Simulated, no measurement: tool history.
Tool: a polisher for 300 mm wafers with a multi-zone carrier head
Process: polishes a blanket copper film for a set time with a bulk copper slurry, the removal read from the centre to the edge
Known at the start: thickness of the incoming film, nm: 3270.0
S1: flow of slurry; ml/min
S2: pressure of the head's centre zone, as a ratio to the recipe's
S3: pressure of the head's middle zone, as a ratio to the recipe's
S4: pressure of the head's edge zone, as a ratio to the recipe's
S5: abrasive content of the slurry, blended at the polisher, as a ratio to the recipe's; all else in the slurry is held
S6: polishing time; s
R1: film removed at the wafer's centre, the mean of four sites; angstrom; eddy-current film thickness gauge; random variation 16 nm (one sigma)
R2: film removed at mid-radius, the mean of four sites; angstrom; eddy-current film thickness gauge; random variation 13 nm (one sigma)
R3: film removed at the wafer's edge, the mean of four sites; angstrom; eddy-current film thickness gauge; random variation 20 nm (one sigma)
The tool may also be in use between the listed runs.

run 1 hour=0.0 | S1=290 S2=1.00 S3=1.00 S4=1.00 S5=1.00 S6=72 | R1=9396.7 R2=9317.9 R3=9843.1
run 2 hour=6.9 | S1=290 S2=1.00 S3=1.00 S4=1.00 S5=1.00 S6=78 | R1=10411.0 R2=10278.0 R3=10433.0
run 3 hour=11.9 | S1=290 S2=1.00 S3=0.93 S4=1.00 S5=1.00 S6=78 | R1=10360.0 R2=9654.5 R3=10327.0
run 4 hour=15.7 | S1=290 S2=1.00 S3=0.93 S4=1.00 S5=1.10 S6=78 | R1=10594.0 R2=9678.8 R3=10607.0
run 5 hour=20.1 | S1=290 S2=1.00 S3=0.93 S4=1.00 S5=1.30 S6=78 | R1=10778.0 R2=10190.0 R3=10960.0
run 6 hour=28.0 | S1=290 S2=0.99 S3=0.95 S4=1.05 S5=1.35 S6=81 | R1=11059.0 R2=10777.0 R3=11731.0
run 7 hour=31.4 | S1=290 S2=0.99 S3=0.95 S4=1.05 S5=1.35 S6=81 | R1=11331.0 R2=10636.0 R3=11845.0
run 8 hour=35.2 | S1=290 S2=0.98 S3=0.99 S4=1.08 S5=1.40 S6=83 | R1=11584.0 R2=11464.0 R3=12187.0
run 9 hour=43.1 | S1=290 S2=0.96 S3=0.99 S4=1.11 S5=1.45 S6=86 | R1=11692.0 R2=11938.0 R3=12816.0

Forecast run 10:
run 10 hour=46.3 | S1=290 S2=0.95 S3=0.99 S4=1.13 S5=1.45 S6=88 | R1=? R2=? R3=?

Run 10 gave R1 11611.0 angstrom, R2 12451.0 angstrom, R3 13288.0 angstrom.
